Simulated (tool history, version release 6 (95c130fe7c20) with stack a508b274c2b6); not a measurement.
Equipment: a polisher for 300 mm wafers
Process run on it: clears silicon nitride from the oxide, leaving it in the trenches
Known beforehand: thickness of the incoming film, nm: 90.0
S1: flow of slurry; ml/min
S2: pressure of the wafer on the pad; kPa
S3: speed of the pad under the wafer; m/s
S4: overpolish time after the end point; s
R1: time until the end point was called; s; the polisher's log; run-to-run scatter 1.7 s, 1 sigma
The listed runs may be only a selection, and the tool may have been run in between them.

{"run": 1, "hour": 0.0, "S1": 220, "S2": 19.3, "S3": 1.22, "S4": 34, "R1": 67.534}
{"run": 2, "hour": 5.6, "S1": 220, "S2": 18.6, "S3": 1.22, "S4": 34, "R1": 70.614}
{"run": 3, "hour": 8.4, "S1": 220, "S2": 17.9, "S3": 1.22, "S4": 34, "R1": 71.394}
{"run": 4, "hour": 10.1, "S1": 220, "S2": 22.8, "S3": 1.22, "S4": 34, "R1": 59.861}
{"run": 5, "hour": 11.1, "S1": 240, "S2": 22.8, "S3": 1.22, "S4": 34, "R1": 57.206}
{"run": 6, "hour": 18.9, "S1": 190, "S2": 22.8, "S3": 1.22, "S4": 34, "R1": 59.262}
{"run": 7, "hour": 22.3, "S1": 190, "S2": 21.4, "S3": 1.2, "S4": 34, "R1": 63.031}
{"run": 8, "hour": 31.0, "S1": 190, "S2": 20.7, "S3": 1.18, "S4": 34, "R1": 66.888}
{"run": 9, "hour": 36.8, "S1": 190, "S2": 20.7, "S3": 1.18, "S4": 34, "R1": 68.744}
{"run": 10, "hour": 42.5, "S1": 190, "S2": 20.0, "S3": 1.18, "S4": 34, "R1": 67.066}
{"run": 11, "hour": 50.0, "S1": 190, "S2": 19.3, "S3": 1.16, "S4": 34, "R1": 72.854}

Run 12 comes next. What will it give?
{"run": 12, "hour": 51.9, "S1": 190, "S2": 18.6, "S3": 1.16, "S4": 34, "R1": "?"}

{"run 12": {"R1": 76.229}}
